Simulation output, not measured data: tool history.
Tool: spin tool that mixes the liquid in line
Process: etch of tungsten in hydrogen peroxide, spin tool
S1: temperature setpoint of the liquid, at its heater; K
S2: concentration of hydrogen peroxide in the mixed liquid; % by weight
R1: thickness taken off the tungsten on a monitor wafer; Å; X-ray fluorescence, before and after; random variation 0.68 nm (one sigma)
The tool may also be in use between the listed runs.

{"run": 1, "day": 0.0, "S1": 329.15, "S2": 18.5, "time under the liquid (s)": 15, "R1": 578.87}
{"run": 2, "day": 0.338, "S1": 329.15, "S2": 18.5, "time under the liquid (s)": 15, "R1": 584.29}
{"run": 3, "day": 0.438, "S1": 331.15, "S2": 18.5, "time under the liquid (s)": 15, "R1": 658.8}
{"run": 4, "day": 0.567, "S1": 332.65, "S2": 18.5, "time under the liquid (s)": 15, "R1": 712.12}
{"day": 0.696, "done": "peroxide flow meter replaced"}
{"run": 5, "day": 0.696, "S1": 332.65, "S2": 18.5, "time under the liquid (s)": 15, "R1": 697.78}
{"run": 6, "day": 0.754, "S1": 332.65, "S2": 18.5, "time under the liquid (s)": 15, "R1": 696.4}
{"run": 7, "day": 1.05, "S1": 334.15, "S2": 19.0, "time under the liquid (s)": 15, "R1": 760.96}
{"run": 8, "day": 1.338, "S1": 335.15, "S2": 19.5, "time under the liquid (s)": 15, "R1": 825.4}
{"run": 9, "day": 1.55, "S1": 336.15, "S2": 19.5, "time under the liquid (s)": 15, "R1": 886.55}
{"run": 10, "day": 1.679, "S1": 336.65, "S2": 19.5, "time under the liquid (s)": 15, "R1": 899.29}
{"run": 11, "day": 1.992, "S1": 337.15, "S2": 19.5, "time under the liquid (s)": 15, "R1": 931.88}
{"run": 12, "day": 2.133, "S1": 337.65, "S2": 19.5, "time under the liquid (s)": 15, "R1": 945.7}

Forecast run 13:
{"run": 13, "day": 2.171, "S1": 338.15, "S2": 19.5, "time under the liquid (s)": 15, "R1": "?"}

R1: 970.52 Å
